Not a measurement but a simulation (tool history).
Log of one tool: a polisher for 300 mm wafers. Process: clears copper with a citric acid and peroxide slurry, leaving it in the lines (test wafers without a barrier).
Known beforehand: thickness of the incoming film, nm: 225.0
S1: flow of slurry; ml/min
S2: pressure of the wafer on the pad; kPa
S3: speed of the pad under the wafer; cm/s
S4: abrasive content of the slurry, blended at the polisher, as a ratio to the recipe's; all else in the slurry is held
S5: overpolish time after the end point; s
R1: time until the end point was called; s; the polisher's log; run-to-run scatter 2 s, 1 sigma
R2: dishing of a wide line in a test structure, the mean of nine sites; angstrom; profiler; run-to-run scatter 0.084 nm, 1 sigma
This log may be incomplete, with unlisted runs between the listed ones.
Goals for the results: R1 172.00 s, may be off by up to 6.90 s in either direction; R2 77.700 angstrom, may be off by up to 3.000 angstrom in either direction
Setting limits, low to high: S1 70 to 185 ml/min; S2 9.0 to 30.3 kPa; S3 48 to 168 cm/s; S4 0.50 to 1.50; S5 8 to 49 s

run,hour,S1,S2,S3,S4,S5,R1,R2
1,0.0,120,19.3,108,1.00,25,109.08,341.380
2,5.0,125,17.2,104,1.00,21,119.68,268.380
3,13.6,140,15.2,94,1.05,18,140.98,208.100
4,21.3,140,15.2,108,1.05,18,121.82,227.310
# hour 25.9: head pressure recalibrated
5,25.9,150,13.8,100,1.05,16,145.20,173.600
6,26.5,150,13.8,88,1.05,16,163.03,159.860
7,35.3,160,12.4,92,0.95,14,169.73,135.440
8,43.2,165,11.7,96,0.85,13,177.37,120.840
9,49.2,170,11.0,102,0.75,12,179.48,110.310
10,50.4,175,10.3,106,0.70,11,186.88,97.395
11,51.9,175,10.3,112,0.65,10,175.20,91.903
12,59.0,145,9.0,128,0.50,8,199.78,67.177

Which one of the following 5 next-run settings gets every result inside its allowed miss? There is exactly one.
A,66.1,135,9.0,110,0.50,12,?,?
B,66.1,180,9.0,98,0.50,8,?,?
C,66.1,175,12.4,116,0.50,8,?,?
D,66.1,155,10.3,138,0.55,8,?,?
E,66.1,185,13.1,78,0.60,8,?,?

move,R1,R2
A,228.62,83.985
B,239.99,54.182
C,168.30,76.643
D,160.91,79.848
E,211.87,61.369
A: the biggest miss grows against the last run
B: the biggest miss grows against the last run
C: all results in spec
D: pushes the last run's worst result past its target
E: the biggest miss grows against the last run
C meets every target.
